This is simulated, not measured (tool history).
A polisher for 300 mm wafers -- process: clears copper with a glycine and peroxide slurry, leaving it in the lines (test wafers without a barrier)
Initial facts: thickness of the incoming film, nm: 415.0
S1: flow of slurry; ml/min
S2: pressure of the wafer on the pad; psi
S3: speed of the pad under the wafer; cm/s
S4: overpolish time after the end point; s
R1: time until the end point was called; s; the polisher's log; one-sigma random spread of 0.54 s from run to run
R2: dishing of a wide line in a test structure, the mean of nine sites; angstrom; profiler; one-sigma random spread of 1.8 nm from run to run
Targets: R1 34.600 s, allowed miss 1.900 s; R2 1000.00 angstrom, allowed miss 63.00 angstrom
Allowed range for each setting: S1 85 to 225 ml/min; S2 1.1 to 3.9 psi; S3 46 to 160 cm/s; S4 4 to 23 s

| run | hour | S1 | S2 | S3 | S4 | R1 | R2 |
|---|---|---|---|---|---|---|---|
| 1 | 0.0 | 145 | 2.5 | 102 | 12 | 64.260 | 456.70 |
| 2 | 1.7 | 145 | 2.8 | 108 | 13 | 56.261 | 580.93 |
| 3 | 7.7 | 150 | 3.1 | 112 | 13 | 49.170 | 628.83 |
| 4 | 8.8 | 150 | 3.3 | 116 | 14 | 46.406 | 717.85 |
| 5 | 14.6 | 150 | 3.3 | 90 | 14 | 55.645 | 607.83 |
| 6 | 18.5 | 150 | 3.3 | 90 | 18 | 55.194 | 749.83 |
| 7 | 22.0 | 155 | 3.5 | 100 | 17 | 48.490 | 794.86 |
| 8 | 24.3 | 160 | 3.6 | 108 | 17 | 44.247 | 847.46 |
| 9 | 25.1 | 165 | 3.7 | 114 | 17 | 42.026 | 864.92 |
| 10 | 31.1 | 165 | 3.8 | 120 | 17 | 38.458 | 930.65 |
| 11 | 38.2 | 165 | 3.8 | 122 | 17 | 38.714 | 918.43 |
| 12 | 44.2 | 165 | 3.8 | 122 | 17 | 39.009 | 940.37 |
| 13 | 50.7 | 165 | 3.8 | 126 | 17 | 37.524 | 959.03 |

Which one of the following 4 next-run settings gets every result inside its allowed miss? There is exactly one.
| A | 57.2 | 175 | 3.7 | 144 | 17 | ? | ? |
| B | 57.2 | 225 | 3.9 | 126 | 13 | ? | ? |
| C | 57.2 | 165 | 3.7 | 126 | 16 | ? | ? |
| D | 57.2 | 185 | 3.7 | 118 | 20 | ? | ? |

| move | R1 | R2 |
|---|---|---|
| A | 35.307 | 960.56 |
| B | 35.937 | 788.51 |
| C | 39.371 | 856.04 |
| D | 40.541 | 981.68 |
A: every result lands within tolerance
B: meets the target for the result that was furthest off, but another lies outside its allowed miss
C: moves away from the targets compared with the last run
D: moves away from the targets compared with the last run
Go with A: it meets all targets.
